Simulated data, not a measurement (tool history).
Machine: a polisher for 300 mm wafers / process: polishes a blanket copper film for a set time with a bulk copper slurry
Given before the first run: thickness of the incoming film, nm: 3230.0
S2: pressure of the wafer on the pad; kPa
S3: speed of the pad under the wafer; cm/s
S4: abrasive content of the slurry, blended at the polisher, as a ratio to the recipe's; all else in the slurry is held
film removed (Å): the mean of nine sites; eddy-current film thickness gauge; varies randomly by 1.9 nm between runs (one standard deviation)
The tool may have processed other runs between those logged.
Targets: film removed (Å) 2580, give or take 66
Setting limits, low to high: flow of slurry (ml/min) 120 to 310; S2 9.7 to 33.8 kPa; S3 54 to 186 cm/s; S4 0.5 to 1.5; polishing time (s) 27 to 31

{"run": 1, "hour": 0.0, "flow of slurry (ml/min)": 200, "S2": 21.4, "S3": 118, "S4": 1, "polishing time (s)": 31, "film removed (Å)": 3713.4}
{"run": 2, "hour": 7.3, "flow of slurry (ml/min)": 200, "S2": 21.4, "S3": 96, "S4": 1, "polishing time (s)": 31, "film removed (Å)": 3275.6}
{"run": 3, "hour": 12.9, "flow of slurry (ml/min)": 200, "S2": 21.4, "S3": 96, "S4": 1, "polishing time (s)": 31, "film removed (Å)": 3252.1}
{"run": 4, "hour": 15.5, "flow of slurry (ml/min)": 195, "S2": 20.7, "S3": 96, "S4": 1, "polishing time (s)": 31, "film removed (Å)": 3157.9}
{"run": 5, "hour": 23.3, "flow of slurry (ml/min)": 195, "S2": 24.1, "S3": 96, "S4": 1, "polishing time (s)": 31, "film removed (Å)": 3543.1}
{"run": 6, "hour": 31.8, "flow of slurry (ml/min)": 195, "S2": 21.4, "S3": 96, "S4": 1, "polishing time (s)": 31, "film removed (Å)": 3283.9}
{"run": 7, "hour": 33.8, "flow of slurry (ml/min)": 195, "S2": 20, "S3": 96, "S4": 1, "polishing time (s)": 31, "film removed (Å)": 3079.5}
{"run": 8, "hour": 42.5, "flow of slurry (ml/min)": 190, "S2": 19.3, "S3": 96, "S4": 1, "polishing time (s)": 31, "film removed (Å)": 2990.8}

Exercise: of the 5 proposed moves below, exactly one satisfies all targets within the stated allowed misses. Which move is it?
{"run": "A", "hour": 51.2, "flow of slurry (ml/min)": 220, "S2": 20, "S3": 82, "S4": 0.95, "polishing time (s)": 27, "film removed (Å)": "?"}
{"run": "B", "hour": 51.2, "flow of slurry (ml/min)": 200, "S2": 21.4, "S3": 130, "S4": 0.8, "polishing time (s)": 31, "film removed (Å)": "?"}
{"run": "C", "hour": 51.2, "flow of slurry (ml/min)": 195, "S2": 19.3, "S3": 94, "S4": 0.9, "polishing time (s)": 29, "film removed (Å)": "?"}
{"run": "D", "hour": 51.2, "flow of slurry (ml/min)": 205, "S2": 17.2, "S3": 82, "S4": 0.9, "polishing time (s)": 30, "film removed (Å)": "?"}
{"run": "E", "hour": 51.2, "flow of slurry (ml/min)": 190, "S2": 16.5, "S3": 88, "S4": 1.15, "polishing time (s)": 30, "film removed (Å)": "?"}

move=A film_removed_(Å)=2430.3
move=B film_removed_(Å)=3753.5
move=C film_removed_(Å)=2701.6
move=D film_removed_(Å)=2394.3
move=E film_removed_(Å)=2521.7
A: pushes the last run's worst result past its target
B: the biggest miss grows against the last run
C: nearer the targets than the last run, but a result is still out of spec
D: pushes the last run's worst result past its target
E: hits every target within its allowed miss
Move E is the one to make.
